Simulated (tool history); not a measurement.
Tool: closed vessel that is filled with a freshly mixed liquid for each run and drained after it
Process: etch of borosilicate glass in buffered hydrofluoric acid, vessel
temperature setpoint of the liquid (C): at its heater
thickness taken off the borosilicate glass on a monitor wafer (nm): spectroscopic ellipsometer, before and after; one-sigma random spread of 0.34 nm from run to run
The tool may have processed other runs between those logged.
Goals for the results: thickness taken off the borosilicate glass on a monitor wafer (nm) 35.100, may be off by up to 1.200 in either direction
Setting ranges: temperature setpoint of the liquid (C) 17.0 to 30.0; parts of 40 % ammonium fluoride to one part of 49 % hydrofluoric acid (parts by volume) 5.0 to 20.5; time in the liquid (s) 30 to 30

run	hour	temperature setpoint of the liquid (C)	parts of 40 % ammonium fluoride to one part of 49 % hydrofluoric acid (parts by volume)	time in the liquid (s)	thickness taken off the borosilicate glass on a monitor wafer (nm)
1	0.0	22.0	12.5	30	26.512
2	2.6	22.0	12.5	30	26.353
3	10.5	22.0	16.0	30	20.777
4	18.9	22.0	16.0	30	20.032
5	23.5	20.5	16.0	30	18.617
6	31.8	21.5	16.0	30	20.207
7	33.5	22.5	16.0	30	21.057
8	36.4	23.5	16.0	30	21.778
9	42.3	24.0	15.5	30	24.049
10	49.4	24.5	15.5	30	24.145
11	55.2	25.0	15.5	30	24.970
12	60.5	25.5	15.5	30	25.452
13	64.8	26.0	15.5	30	26.223
14	67.2	26.5	15.5	30	26.817
15	70.7	27.0	15.5	30	27.364
16	78.3	27.5	15.5	30	27.637
17	86.2	28.0	15.5	30	29.129
18	90.9	29.0	15.0	30	31.633
19	98.4	29.5	14.5	30	33.217

Which one of the following 4 next-run settings gets every result inside its allowed miss? There is exactly one.
A	105.9	30.0	13.5	30	?
B	105.9	29.0	13.5	30	?
C	105.9	30.0	13.0	30	?
D	105.9	29.5	13.0	30	?

move	thickness taken off the borosilicate glass on a monitor wafer (nm)
A	37.531
B	35.633
C	38.953
D	37.957
A: takes the result that was furthest off past its target
B: every result lands within tolerance
C: takes the result that was furthest off past its target
D: takes the result that was furthest off past its target
The right move is B.

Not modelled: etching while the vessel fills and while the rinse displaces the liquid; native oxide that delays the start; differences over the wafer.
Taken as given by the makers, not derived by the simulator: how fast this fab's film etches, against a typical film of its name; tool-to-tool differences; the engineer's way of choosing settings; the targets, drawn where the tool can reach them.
